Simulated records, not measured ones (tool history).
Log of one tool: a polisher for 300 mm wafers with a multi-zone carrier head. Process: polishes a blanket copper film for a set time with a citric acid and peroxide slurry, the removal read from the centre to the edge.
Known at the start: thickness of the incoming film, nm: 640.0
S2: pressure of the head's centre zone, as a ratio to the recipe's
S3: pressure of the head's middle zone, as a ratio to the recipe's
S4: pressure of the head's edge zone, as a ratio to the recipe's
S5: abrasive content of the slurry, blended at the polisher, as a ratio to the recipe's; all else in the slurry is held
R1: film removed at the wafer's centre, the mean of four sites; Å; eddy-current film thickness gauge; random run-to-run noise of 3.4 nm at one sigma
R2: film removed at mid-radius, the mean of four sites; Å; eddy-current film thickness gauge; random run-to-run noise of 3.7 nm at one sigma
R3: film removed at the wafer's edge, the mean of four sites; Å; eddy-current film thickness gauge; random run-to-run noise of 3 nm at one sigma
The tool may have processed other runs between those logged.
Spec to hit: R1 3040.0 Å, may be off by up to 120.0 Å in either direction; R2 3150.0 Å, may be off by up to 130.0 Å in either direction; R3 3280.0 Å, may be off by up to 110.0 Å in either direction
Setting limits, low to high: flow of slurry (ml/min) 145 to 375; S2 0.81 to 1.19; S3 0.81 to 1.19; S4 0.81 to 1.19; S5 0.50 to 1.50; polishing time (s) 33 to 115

run 1 hour=0.0 | flow_of_slurry_(ml/min)=240 S2=1.00 S3=1.00 S4=1.00 S5=1.00 polishing_time_(s)=73 | R1=1907.9 R2=1898.8 R3=1982.8
run 2 hour=4.5 | flow_of_slurry_(ml/min)=240 S2=1.00 S3=1.04 S4=1.00 S5=1.00 polishing_time_(s)=73 | R1=1934.5 R2=2004.8 R3=1956.8
run 3 hour=11.8 | flow_of_slurry_(ml/min)=240 S2=1.00 S3=1.12 S4=1.00 S5=1.00 polishing_time_(s)=73 | R1=1917.1 R2=2117.2 R3=1972.6
run 4 hour=13.5 | flow_of_slurry_(ml/min)=240 S2=0.95 S3=1.12 S4=1.00 S5=1.00 polishing_time_(s)=73 | R1=1828.5 R2=2121.2 R3=1971.3
run 5 hour=19.9 | flow_of_slurry_(ml/min)=245 S2=0.96 S3=1.11 S4=1.03 S5=1.10 polishing_time_(s)=77 | R1=1980.2 R2=2267.8 R3=2171.0
run 6 hour=25.2 | flow_of_slurry_(ml/min)=250 S2=0.98 S3=1.11 S4=1.05 S5=1.20 polishing_time_(s)=80 | R1=2145.0 R2=2445.7 R3=2294.5
run 7 hour=25.9 | flow_of_slurry_(ml/min)=250 S2=0.99 S3=1.09 S4=1.07 S5=1.25 polishing_time_(s)=84 | R1=2294.0 R2=2511.9 R3=2446.8
run 8 hour=32.3 | flow_of_slurry_(ml/min)=250 S2=0.99 S3=1.08 S4=1.09 S5=1.30 polishing_time_(s)=87 | R1=2427.6 R2=2603.7 R3=2637.0
run 9 hour=34.3 | flow_of_slurry_(ml/min)=250 S2=1.00 S3=1.08 S4=1.10 S5=1.35 polishing_time_(s)=89 | R1=2500.6 R2=2673.1 R3=2719.6
run 10 hour=39.9 | flow_of_slurry_(ml/min)=255 S2=1.01 S3=1.08 S4=1.11 S5=1.40 polishing_time_(s)=91 | R1=2613.4 R2=2818.8 R3=2827.3
run 11 hour=45.6 | flow_of_slurry_(ml/min)=260 S2=1.02 S3=1.08 S4=1.12 S5=1.40 polishing_time_(s)=92 | R1=2681.4 R2=2798.2 R3=2837.6
run 12 hour=47.7 | flow_of_slurry_(ml/min)=260 S2=1.02 S3=1.08 S4=1.13 S5=1.40 polishing_time_(s)=94 | R1=2699.3 R2=2919.9 R3=2924.5
run 13 hour=55.1 | flow_of_slurry_(ml/min)=260 S2=1.02 S3=1.07 S4=1.13 S5=1.40 polishing_time_(s)=95 | R1=2710.7 R2=2916.8 R3=2924.8
run 14 hour=56.2 | flow_of_slurry_(ml/min)=255 S2=1.02 S3=1.06 S4=1.13 S5=1.40 polishing_time_(s)=96 | R1=2753.7 R2=2930.6 R3=2971.9
run 15 hour=62.9 | flow_of_slurry_(ml/min)=255 S2=1.02 S3=1.06 S4=1.14 S5=1.40 polishing_time_(s)=97 | R1=2812.9 R2=2898.3 R3=3026.7
run 16 hour=66.5 | flow_of_slurry_(ml/min)=255 S2=1.02 S3=1.06 S4=1.14 S5=1.40 polishing_time_(s)=98 | R1=2816.9 R2=2928.7 R3=3028.8
run 17 hour=69.2 | flow_of_slurry_(ml/min)=260 S2=1.02 S3=1.06 S4=1.15 S5=1.40 polishing_time_(s)=99 | R1=2828.3 R2=3062.3 R3=3106.4
run 18 hour=74.2 | flow_of_slurry_(ml/min)=260 S2=1.02 S3=1.06 S4=1.15 S5=1.40 polishing_time_(s)=100 | R1=2914.7 R2=3061.7 R3=3096.7

Which of these 4 next moves meets every target?
run A hour=79.2 | flow_of_slurry_(ml/min)=310 S2=1.11 S3=1.10 S4=1.08 S5=1.15 polishing_time_(s)=97 | R1=? R2=? R3=?
run B hour=79.2 | flow_of_slurry_(ml/min)=170 S2=0.87 S3=0.86 S4=1.19 S5=1.50 polishing_time_(s)=115 | R1=? R2=? R3=?
run C hour=79.2 | flow_of_slurry_(ml/min)=250 S2=1.02 S3=1.06 S4=1.15 S5=1.50 polishing_time_(s)=103 | R1=? R2=? R3=?
run D hour=79.2 | flow_of_slurry_(ml/min)=185 S2=0.87 S3=0.90 S4=1.19 S5=1.50 polishing_time_(s)=112 | R1=? R2=? R3=?

move=A R1=3033.1 R2=2969.5 R3=2852.4
move=B R1=2746.9 R2=2826.1 R3=3578.6
move=C R1=3052.8 R2=3162.6 R3=3254.4
move=D R1=2711.9 R2=2891.8 R3=3513.7
A: lands further from the targets than the last run did
B: carries the result that was furthest off beyond its target, to the other side
C: every result lands within tolerance
D: carries the result that was furthest off beyond its target, to the other side
The right move is C.
